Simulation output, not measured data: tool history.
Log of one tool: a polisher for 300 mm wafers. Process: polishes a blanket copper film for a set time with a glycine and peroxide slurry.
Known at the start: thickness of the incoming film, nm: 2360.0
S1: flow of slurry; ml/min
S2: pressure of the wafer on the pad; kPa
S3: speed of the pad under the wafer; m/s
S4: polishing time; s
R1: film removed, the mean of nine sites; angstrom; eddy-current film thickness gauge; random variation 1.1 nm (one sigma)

run 1 day=0 | S1=275 S2=19.3 S3=0.82 S4=34 | R1=1535.4
run 2 day=0.217 | S1=275 S2=23.4 S3=0.82 S4=34 | R1=1652.5
run 3 day=0.333 | S1=275 S2=20 S3=0.7 S4=33 | R1=1323.9
run 4 day=0.475 | S1=275 S2=20 S3=0.7 S4=34 | R1=1389.4
run 5 day=0.558 | S1=275 S2=17.2 S3=0.62 S4=34 | R1=1157.5
run 6 day=0.817 | S1=275 S2=17.2 S3=0.62 S4=34 | R1=1167.6

Forecast run 7:
run 7 day=1.029 | S1=275 S2=15.2 S3=0.6 S4=34 | R1=?

R1: 1105.4 angstrom

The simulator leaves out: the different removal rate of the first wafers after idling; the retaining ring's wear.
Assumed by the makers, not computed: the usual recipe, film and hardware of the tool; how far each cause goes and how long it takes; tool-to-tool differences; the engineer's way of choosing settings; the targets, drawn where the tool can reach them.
